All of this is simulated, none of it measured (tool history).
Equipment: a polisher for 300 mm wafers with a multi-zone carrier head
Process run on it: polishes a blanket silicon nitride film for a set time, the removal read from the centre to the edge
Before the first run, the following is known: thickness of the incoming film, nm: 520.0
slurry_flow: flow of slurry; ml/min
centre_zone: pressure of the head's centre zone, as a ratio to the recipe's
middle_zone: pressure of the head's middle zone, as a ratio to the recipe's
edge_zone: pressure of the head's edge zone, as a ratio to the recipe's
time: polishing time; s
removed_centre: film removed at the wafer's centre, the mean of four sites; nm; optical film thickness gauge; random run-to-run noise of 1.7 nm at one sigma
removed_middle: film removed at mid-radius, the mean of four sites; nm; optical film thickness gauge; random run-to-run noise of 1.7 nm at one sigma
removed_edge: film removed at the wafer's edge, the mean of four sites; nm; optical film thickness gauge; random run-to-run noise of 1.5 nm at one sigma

run  hour  slurry_flow  centre_zone  middle_zone  edge_zone  time  removed_centre  removed_middle  removed_edge
  1   0.0          200         1.00         1.00       1.00    60          95.212         108.040       107.560
  2   7.0          215         1.05         1.01       1.01    62         105.090         112.890       112.550
  3  12.8          215         1.05         1.08       1.01    62         105.860         122.170       109.930
  4  15.3          215         1.05         1.08       1.01    49          82.735          96.032        87.456
  5  21.3          225         1.09         1.07       1.03    54          96.019         103.730        97.558
  6  26.6          225         1.09         1.12       1.03    54          95.712         109.870        96.674

What will run 7 give?
     34.6  -- centre zone pressure recalibrated
  7  34.6          235         1.12         1.11       1.04    58               ?               ?             ?

Run 7 produced removed_centre 117.150 nm, removed_middle 115.430 nm, removed_edge 108.550 nm.
